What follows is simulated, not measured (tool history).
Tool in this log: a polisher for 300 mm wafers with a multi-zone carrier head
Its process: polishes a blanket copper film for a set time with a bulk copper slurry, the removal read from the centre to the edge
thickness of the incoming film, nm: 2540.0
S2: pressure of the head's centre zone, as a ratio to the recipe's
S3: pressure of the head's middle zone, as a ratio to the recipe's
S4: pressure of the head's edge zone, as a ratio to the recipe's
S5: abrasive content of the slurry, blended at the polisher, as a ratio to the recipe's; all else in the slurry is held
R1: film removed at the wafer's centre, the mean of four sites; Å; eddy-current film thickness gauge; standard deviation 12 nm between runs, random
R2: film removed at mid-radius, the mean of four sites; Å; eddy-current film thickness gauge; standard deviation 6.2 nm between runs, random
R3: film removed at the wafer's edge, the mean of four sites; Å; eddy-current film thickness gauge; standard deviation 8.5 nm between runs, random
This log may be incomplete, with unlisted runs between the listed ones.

run 1 day=0.000 | flow_of_slurry_(ml/min)=125 S2=1.00 S3=1.00 S4=1.00 S5=1.00 polishing_time_(s)=82 | R1=6550.3 R2=6608.6 R3=6424.2
run 2 day=0.142 | flow_of_slurry_(ml/min)=145 S2=1.00 S3=1.00 S4=1.00 S5=1.00 polishing_time_(s)=82 | R1=6808.4 R2=6774.1 R3=6625.6
run 3 day=0.450 | flow_of_slurry_(ml/min)=145 S2=1.00 S3=1.00 S4=1.00 S5=0.85 polishing_time_(s)=82 | R1=6595.3 R2=6639.3 R3=6556.7
run 4 day=0.808 | flow_of_slurry_(ml/min)=165 S2=1.00 S3=1.00 S4=1.00 S5=0.85 polishing_time_(s)=82 | R1=6825.7 R2=6854.6 R3=6666.4
run 5 day=0.925 | flow_of_slurry_(ml/min)=165 S2=1.00 S3=1.00 S4=1.00 S5=0.85 polishing_time_(s)=99 | R1=8487.7 R2=8183.9 R3=7902.6
run 6 day=1.283 | flow_of_slurry_(ml/min)=150 S2=1.00 S3=1.00 S4=1.00 S5=0.85 polishing_time_(s)=99 | R1=8107.5 R2=8214.0 R3=7839.4

Run 7, settings as shown, results not yet in. Your forecast:
run 7 day=1.417 | flow_of_slurry_(ml/min)=150 S2=0.96 S3=0.98 S4=1.04 S5=0.90 polishing_time_(s)=101 | R1=? R2=? R3=?

{"run 7": {"R1": 7926.9, "R2": 8245.2, "R3": 8192.4}}

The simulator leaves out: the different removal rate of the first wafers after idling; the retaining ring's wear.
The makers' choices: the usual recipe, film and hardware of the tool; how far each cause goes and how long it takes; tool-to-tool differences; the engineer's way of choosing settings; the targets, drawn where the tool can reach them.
